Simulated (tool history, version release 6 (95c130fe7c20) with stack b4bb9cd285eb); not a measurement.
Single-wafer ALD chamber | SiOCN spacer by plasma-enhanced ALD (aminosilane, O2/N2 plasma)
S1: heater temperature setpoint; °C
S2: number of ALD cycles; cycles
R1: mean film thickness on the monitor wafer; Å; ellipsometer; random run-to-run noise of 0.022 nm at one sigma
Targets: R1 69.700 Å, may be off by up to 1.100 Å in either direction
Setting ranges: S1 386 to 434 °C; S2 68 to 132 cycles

run 1 hour=0.0 | S1=410 S2=100 | R1=58.792
run 2 hour=4.7 | S1=419 S2=100 | R1=56.545
run 3 hour=6.6 | S1=419 S2=86 | R1=48.715
run 4 hour=7.6 | S1=414 S2=91 | R1=52.547
run 5 hour=11.1 | S1=414 S2=85 | R1=48.866
run 6 hour=16.0 | S1=408 S2=85 | R1=49.912
run 7 hour=19.3 | S1=408 S2=85 | R1=49.999
run 8 hour=26.1 | S1=405 S2=90 | R1=53.583
run 9 hour=32.4 | S1=402 S2=94 | R1=56.610
run 10 hour=40.6 | S1=400 S2=97 | R1=58.242
run 11 hour=43.4 | S1=398 S2=100 | R1=60.508

Pick the move, out of 4, that brings all results within their allowed miss; only one does.
run A hour=46.2 | S1=400 S2=106 | R1=?
run B hour=46.2 | S1=393 S2=125 | R1=?
run C hour=46.2 | S1=394 S2=115 | R1=?
run D hour=46.2 | S1=397 S2=122 | R1=?

move=A R1=63.429
move=B R1=74.799
move=C R1=68.815
move=D R1=73.004
A: gains on the last run, yet a result remains outside its allowed miss
B: carries the result that was furthest off beyond its target, to the other side
C: all results in spec
D: carries the result that was furthest off beyond its target, to the other side
Move C is the one to make.

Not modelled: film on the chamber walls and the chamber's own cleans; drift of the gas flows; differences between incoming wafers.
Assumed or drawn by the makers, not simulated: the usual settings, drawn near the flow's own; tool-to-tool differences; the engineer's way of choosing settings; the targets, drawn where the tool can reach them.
